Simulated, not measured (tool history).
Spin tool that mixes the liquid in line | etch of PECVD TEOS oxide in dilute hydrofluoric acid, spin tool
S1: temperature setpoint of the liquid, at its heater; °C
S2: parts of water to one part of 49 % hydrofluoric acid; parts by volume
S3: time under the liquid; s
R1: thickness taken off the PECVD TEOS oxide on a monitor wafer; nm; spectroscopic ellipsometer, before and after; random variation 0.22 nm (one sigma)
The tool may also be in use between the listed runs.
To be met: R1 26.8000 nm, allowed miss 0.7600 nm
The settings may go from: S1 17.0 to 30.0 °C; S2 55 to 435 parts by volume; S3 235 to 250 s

run 1 hour=0.0 | S1=22.0 S2=245 S3=235 | R1=8.4880
run 2 hour=2.9 | S1=22.0 S2=245 S3=250 | R1=9.0004
run 3 hour=6.1 | S1=23.0 S2=225 S3=250 | R1=10.6470
run 4 hour=10.3 | S1=23.0 S2=170 S3=250 | R1=14.6920
run 5 hour=18.4 | S1=23.0 S2=170 S3=235 | R1=13.9460
run 6 hour=26.4 | S1=23.0 S2=170 S3=235 | R1=13.9190
run 7 hour=32.6 | S1=24.0 S2=160 S3=235 | R1=15.6940
run 8 hour=41.0 | S1=25.0 S2=155 S3=235 | R1=16.8070
-- hour=42.3 hydrofluoric acid flow meter replaced
run 9 hour=42.3 | S1=25.5 S2=150 S3=235 | R1=20.1710
run 10 hour=47.5 | S1=26.0 S2=150 S3=235 | R1=20.6450
run 11 hour=55.7 | S1=26.5 S2=150 S3=235 | R1=20.7630
run 12 hour=62.3 | S1=27.0 S2=150 S3=235 | R1=21.1320
run 13 hour=67.3 | S1=27.0 S2=150 S3=235 | R1=21.6480
run 14 hour=73.1 | S1=30.0 S2=125 S3=235 | R1=29.5760
run 15 hour=76.3 | S1=29.0 S2=125 S3=235 | R1=28.6800
run 16 hour=80.2 | S1=28.5 S2=125 S3=235 | R1=28.3460

4 next moves are on the table. One of them brings every result within its allowed miss. Which?
run A hour=84.1 | S1=29.5 S2=125 S3=245 | R1=?
run B hour=84.1 | S1=22.5 S2=100 S3=250 | R1=?
run C hour=84.1 | S1=30.0 S2=140 S3=240 | R1=?
run D hour=84.1 | S1=28.0 S2=115 S3=235 | R1=?

move=A R1=30.2060
move=B R1=30.3650
move=C R1=26.3730
move=D R1=30.1780
A: further off than the last run
B: further off than the last run
C: meets every target
D: further off than the last run
Answer: C
